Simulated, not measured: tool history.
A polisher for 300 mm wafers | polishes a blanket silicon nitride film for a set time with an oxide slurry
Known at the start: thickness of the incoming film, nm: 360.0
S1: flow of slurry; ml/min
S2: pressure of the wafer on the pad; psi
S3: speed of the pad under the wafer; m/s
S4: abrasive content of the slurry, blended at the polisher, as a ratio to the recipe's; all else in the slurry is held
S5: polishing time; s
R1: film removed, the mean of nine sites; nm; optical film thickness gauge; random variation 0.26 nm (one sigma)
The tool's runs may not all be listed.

| run | hour | S1 | S2 | S3 | S4 | S5 | R1 |
|---|---|---|---|---|---|---|---|
| 1 | 0 | 310 | 4.6 | 1.16 | 1 | 30 | 25.792 |
| 2 | 1.9 | 270 | 4.6 | 1.16 | 1 | 30 | 25.718 |
| 3 | 3 | 270 | 4.6 | 0.96 | 1 | 30 | 21.788 |
| 4 | 8.5 | 270 | 4.5 | 0.96 | 1 | 30 | 20.952 |
| 5 | 16.3 | 270 | 4.4 | 0.96 | 1 | 30 | 20.995 |
|  | 24.6 | worn pad replaced by a new one |
| 6 | 24.6 | 270 | 5.2 | 0.96 | 1 | 30 | 26.923 |
| 7 | 29.3 | 270 | 4.9 | 0.96 | 1 | 30 | 25.654 |
| 8 | 31.3 | 270 | 4.7 | 0.96 | 1 | 30 | 25.193 |

The next listed run, before its measurement:
| 9 | 34.9 | 270 | 4.5 | 0.96 | 1 | 30 | ? |

Run 9 gave R1 25.411 nm.
